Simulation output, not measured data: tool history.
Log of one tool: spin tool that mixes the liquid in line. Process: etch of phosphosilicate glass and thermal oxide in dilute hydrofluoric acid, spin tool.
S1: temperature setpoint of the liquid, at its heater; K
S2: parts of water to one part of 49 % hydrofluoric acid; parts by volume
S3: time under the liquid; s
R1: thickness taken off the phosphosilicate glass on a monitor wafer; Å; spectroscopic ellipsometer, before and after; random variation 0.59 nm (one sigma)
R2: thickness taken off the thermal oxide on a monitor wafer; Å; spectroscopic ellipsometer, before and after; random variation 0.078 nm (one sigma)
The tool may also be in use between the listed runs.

Run 1, day 0.000: S1 298.15 K, S2 110 parts by volume, S3 30 s. Result: R1 263.10 Å, R2 11.788 Å.
Run 2, day 0.283: S1 298.15 K, S2 110 parts by volume, S3 35 s. Result: R1 310.10 Å, R2 14.274 Å.
Run 3, day 0.346: S1 299.65 K, S2 100 parts by volume, S3 35 s. Result: R1 356.78 Å, R2 15.778 Å.
Run 4, day 0.450: S1 303.15 K, S2 100 parts by volume, S3 35 s. Result: R1 414.11 Å, R2 18.956 Å.
Run 5, day 0.817: S1 305.15 K, S2 100 parts by volume, S3 35 s. Result: R1 448.74 Å, R2 19.660 Å.
Run 6, day 1.188: S1 305.15 K, S2 120 parts by volume, S3 35 s. Result: R1 356.18 Å, R2 15.883 Å.
Run 7, day 1.221: S1 305.15 K, S2 105 parts by volume, S3 35 s. Result: R1 422.49 Å, R2 19.739 Å.
Run 8, day 1.542: S1 305.15 K, S2 105 parts by volume, S3 35 s. Result: R1 425.84 Å, R2 17.978 Å.
Run 9, day 1.675: S1 304.65 K, S2 95 parts by volume, S3 35 s. Result: R1 460.31 Å, R2 20.882 Å.
Run 10, day 2.017: S1 306.15 K, S2 65 parts by volume, S3 35 s. Result: R1 749.01 Å, R2 33.998 Å.
Run 11, day 2.267: S1 305.65 K, S2 65 parts by volume, S3 35 s. Result: R1 741.11 Å, R2 32.826 Å.
At day 2.521: hydrofluoric acid flow meter replaced.
Run 12, day 2.521: S1 305.15 K, S2 65 parts by volume, S3 35 s. Result: R1 795.72 Å, R2 35.408 Å.
Run 13, day 2.825: S1 304.15 K, S2 65 parts by volume, S3 35 s. Result: R1 766.64 Å, R2 35.523 Å.

The next listed run, before its measurement:
Run 14, day 3.012: S1 303.65 K, S2 65 parts by volume, S3 35 s. Result: R1 ?, R2 ?.

Run 14 gave R1 757.86 Å, R2 34.143 Å.

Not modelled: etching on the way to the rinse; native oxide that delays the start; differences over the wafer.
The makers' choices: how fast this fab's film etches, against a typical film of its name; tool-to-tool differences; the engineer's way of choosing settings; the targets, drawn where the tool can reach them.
